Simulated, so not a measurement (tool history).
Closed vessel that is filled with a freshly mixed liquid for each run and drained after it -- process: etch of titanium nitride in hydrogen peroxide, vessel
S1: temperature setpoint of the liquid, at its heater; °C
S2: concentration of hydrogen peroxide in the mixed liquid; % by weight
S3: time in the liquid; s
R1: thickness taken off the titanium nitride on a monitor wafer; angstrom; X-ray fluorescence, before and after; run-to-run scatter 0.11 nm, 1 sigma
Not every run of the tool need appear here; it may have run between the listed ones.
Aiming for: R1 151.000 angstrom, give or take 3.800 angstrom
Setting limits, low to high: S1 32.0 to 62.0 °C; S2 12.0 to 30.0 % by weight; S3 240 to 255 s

run	hour	S1	S2	S3	R1
1	0.0	46.0	22.0	240	98.209
2	2.0	47.5	22.0	240	110.410
3	5.1	48.5	22.0	240	118.420
4	6.2	49.5	22.0	240	126.770
5	13.4	49.5	22.0	255	135.580
6	17.7	49.5	22.0	255	135.250
# hour 20.5: new drum of peroxide connected
7	20.5	50.0	22.0	255	143.050
8	23.4	50.5	22.0	255	146.370

Below are 5 possible settings for the next run. Only one of them brings all results inside the allowed miss of their targets. Which is it?
A	26.3	51.0	20.5	240	?
B	26.3	50.5	22.5	240	?
C	26.3	50.0	21.5	255	?
D	26.3	50.0	22.0	255	?
E	26.3	50.5	24.0	255	?

move	R1
A	141.460
B	139.230
C	141.300
D	142.000
E	150.010
A: its largest miss is bigger than the last run's
B: its largest miss is bigger than the last run's
C: its largest miss is bigger than the last run's
D: its largest miss is bigger than the last run's
E: each result inside its tolerance
The right move is E.

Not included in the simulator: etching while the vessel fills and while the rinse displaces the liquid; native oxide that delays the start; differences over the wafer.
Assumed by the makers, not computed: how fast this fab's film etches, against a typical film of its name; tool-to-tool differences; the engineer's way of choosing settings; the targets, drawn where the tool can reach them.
